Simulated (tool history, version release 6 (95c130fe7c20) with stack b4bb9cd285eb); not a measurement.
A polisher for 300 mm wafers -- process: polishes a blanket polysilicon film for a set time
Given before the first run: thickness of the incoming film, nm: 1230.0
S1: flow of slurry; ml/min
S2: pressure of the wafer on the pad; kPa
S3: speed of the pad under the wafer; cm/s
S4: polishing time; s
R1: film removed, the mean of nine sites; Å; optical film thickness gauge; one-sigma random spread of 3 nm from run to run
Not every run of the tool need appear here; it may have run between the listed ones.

| run | hour | S1 | S2 | S3 | S4 | R1 |
|---|---|---|---|---|---|---|
| 1 | 0.0 | 190 | 13.8 | 104 | 87 | 4476.0 |
| 2 | 5.3 | 190 | 13.8 | 104 | 91 | 4788.2 |
| 3 | 6.9 | 190 | 13.8 | 116 | 91 | 5354.6 |
| 4 | 7.5 | 190 | 11.7 | 108 | 91 | 4274.3 |
| 5 | 14.0 | 190 | 10.3 | 102 | 91 | 3665.4 |
| 6 | 16.8 | 190 | 11.7 | 102 | 91 | 4000.2 |
| 7 | 23.8 | 190 | 10.3 | 98 | 91 | 3592.0 |
| 8 | 26.4 | 190 | 9.7 | 94 | 91 | 3227.3 |
| 9 | 29.4 | 190 | 9.0 | 92 | 91 | 3051.7 |

Run 10 comes next. What will it give?
| 10 | 31.4 | 190 | 9.0 | 92 | 91 | ? |

R1: 2939.4 Å
